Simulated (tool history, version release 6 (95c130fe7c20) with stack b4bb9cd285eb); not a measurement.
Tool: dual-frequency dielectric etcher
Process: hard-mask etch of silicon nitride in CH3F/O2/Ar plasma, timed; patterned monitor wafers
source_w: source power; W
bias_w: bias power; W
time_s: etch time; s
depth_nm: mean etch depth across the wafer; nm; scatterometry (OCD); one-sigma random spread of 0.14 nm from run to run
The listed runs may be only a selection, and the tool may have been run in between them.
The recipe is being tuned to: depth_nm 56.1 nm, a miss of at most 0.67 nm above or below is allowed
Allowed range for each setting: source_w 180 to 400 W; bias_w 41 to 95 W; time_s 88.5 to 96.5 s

run 1 day=0 | source_w=290 bias_w=68 time_s=96.5 | depth_nm=52.995
run 2 day=0.05 | source_w=290 bias_w=68 time_s=88.5 | depth_nm=48.744
run 3 day=0.121 | source_w=250 bias_w=68 time_s=88.5 | depth_nm=45.344
run 4 day=0.442 | source_w=280 bias_w=68 time_s=88.5 | depth_nm=47.737
run 5 day=0.492 | source_w=280 bias_w=68 time_s=96.5 | depth_nm=52.215
run 6 day=0.646 | source_w=290 bias_w=68 time_s=96.5 | depth_nm=53.23
run 7 day=0.771 | source_w=300 bias_w=68 time_s=96.5 | depth_nm=54.024
run 8 day=1.071 | source_w=300 bias_w=68 time_s=96.5 | depth_nm=54.186

Which single option among these 5 for the next run brings every result within its allowed miss of target? Just one does.
run A day=1.371 | source_w=300 bias_w=69 time_s=96.5 | depth_nm=?
run B day=1.371 | source_w=340 bias_w=66 time_s=92 | depth_nm=?
run C day=1.371 | source_w=320 bias_w=73 time_s=95.5 | depth_nm=?
run D day=1.371 | source_w=290 bias_w=63 time_s=93.5 | depth_nm=?
run E day=1.371 | source_w=310 bias_w=66 time_s=93.5 | depth_nm=?

move=A depth_nm=54.534
move=B depth_nm=54.663
move=C depth_nm=56.528
move=D depth_nm=50.773
move=E depth_nm=53.104
A: nearer the targets than the last run, but a result is still out of spec
B: nearer the targets than the last run, but a result is still out of spec
C: hits every target within its allowed miss
D: its largest miss is bigger than the last run's
E: its largest miss is bigger than the last run's
C is the move that brings every result within its allowed miss.
